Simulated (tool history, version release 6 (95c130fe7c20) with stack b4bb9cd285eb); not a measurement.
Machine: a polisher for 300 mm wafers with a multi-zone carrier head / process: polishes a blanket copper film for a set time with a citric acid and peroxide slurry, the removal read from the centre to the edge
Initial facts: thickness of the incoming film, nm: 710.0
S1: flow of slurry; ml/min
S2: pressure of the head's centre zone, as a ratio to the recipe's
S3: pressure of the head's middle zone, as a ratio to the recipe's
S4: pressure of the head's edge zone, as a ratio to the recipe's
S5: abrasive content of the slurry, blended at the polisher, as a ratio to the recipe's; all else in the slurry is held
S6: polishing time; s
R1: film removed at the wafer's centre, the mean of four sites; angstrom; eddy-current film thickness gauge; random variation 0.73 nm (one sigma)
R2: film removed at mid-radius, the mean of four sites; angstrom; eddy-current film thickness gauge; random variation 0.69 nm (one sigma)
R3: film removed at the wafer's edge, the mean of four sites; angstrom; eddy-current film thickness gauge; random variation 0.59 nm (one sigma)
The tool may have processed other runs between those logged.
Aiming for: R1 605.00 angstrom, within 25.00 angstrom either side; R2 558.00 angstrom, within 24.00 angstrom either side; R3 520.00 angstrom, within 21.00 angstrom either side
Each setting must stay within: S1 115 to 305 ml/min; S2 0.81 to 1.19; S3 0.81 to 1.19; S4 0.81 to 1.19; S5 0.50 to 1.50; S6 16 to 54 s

run 1 hour=0.0 | S1=195 S2=1.00 S3=1.00 S4=1.00 S5=1.00 S6=35 | R1=624.61 R2=589.56 R3=629.99
run 2 hour=0.7 | S1=190 S2=1.02 S3=1.02 S4=0.95 S5=0.90 S6=35 | R1=628.04 R2=600.46 R3=589.96
run 3 hour=7.7 | S1=190 S2=1.02 S3=0.97 S4=0.95 S5=0.90 S6=35 | R1=610.54 R2=566.74 R3=584.87
run 4 hour=11.7 | S1=185 S2=1.03 S3=0.97 S4=0.92 S5=0.85 S6=35 | R1=619.52 R2=576.66 R3=571.50
run 5 hour=16.8 | S1=185 S2=1.03 S3=0.97 S4=0.92 S5=1.00 S6=35 | R1=652.23 R2=583.29 R3=598.51
run 6 hour=21.2 | S1=205 S2=1.03 S3=0.97 S4=0.92 S5=1.00 S6=35 | R1=676.62 R2=589.01 R3=592.67
run 7 hour=22.6 | S1=200 S2=1.03 S3=0.96 S4=0.89 S5=0.95 S6=35 | R1=645.49 R2=568.52 R3=598.69
run 8 hour=30.6 | S1=185 S2=1.05 S3=0.97 S4=0.89 S5=0.85 S6=35 | R1=635.59 R2=554.95 R3=564.49
run 9 hour=39.3 | S1=180 S2=1.05 S3=0.99 S4=0.87 S5=0.80 S6=35 | R1=621.43 R2=544.39 R3=552.67

Exercise: of the 5 proposed moves below, exactly one satisfies all targets within the stated allowed misses. Which move is it?
run A hour=48.0 | S1=115 S2=0.98 S3=0.91 S4=0.83 S5=0.85 S6=36 | R1=? R2=? R3=?
run B hour=48.0 | S1=180 S2=1.06 S3=1.01 S4=0.87 S5=0.80 S6=37 | R1=? R2=? R3=?
run C hour=48.0 | S1=175 S2=0.97 S3=1.00 S4=0.88 S5=0.70 S6=34 | R1=? R2=? R3=?
run D hour=48.0 | S1=205 S2=1.08 S3=1.05 S4=0.90 S5=0.75 S6=33 | R1=? R2=? R3=?
run E hour=48.0 | S1=145 S2=1.00 S3=1.06 S4=0.90 S5=0.65 S6=40 | R1=? R2=? R3=?

move=A R1=527.02 R2=498.36 R3=526.31
move=B R1=651.73 R2=611.19 R3=585.58
move=C R1=526.02 R2=535.59 R3=520.67
move=D R1=596.94 R2=565.89 R3=529.72
move=E R1=599.23 R2=624.23 R3=589.74
A: brings the result that was furthest off to its target, and leaves another outside
B: lands further from the targets than the last run did
C: brings the result that was furthest off to its target, and leaves another outside
D: all results land within tolerance of their targets
E: lands further from the targets than the last run did
The move that meets every target is D.

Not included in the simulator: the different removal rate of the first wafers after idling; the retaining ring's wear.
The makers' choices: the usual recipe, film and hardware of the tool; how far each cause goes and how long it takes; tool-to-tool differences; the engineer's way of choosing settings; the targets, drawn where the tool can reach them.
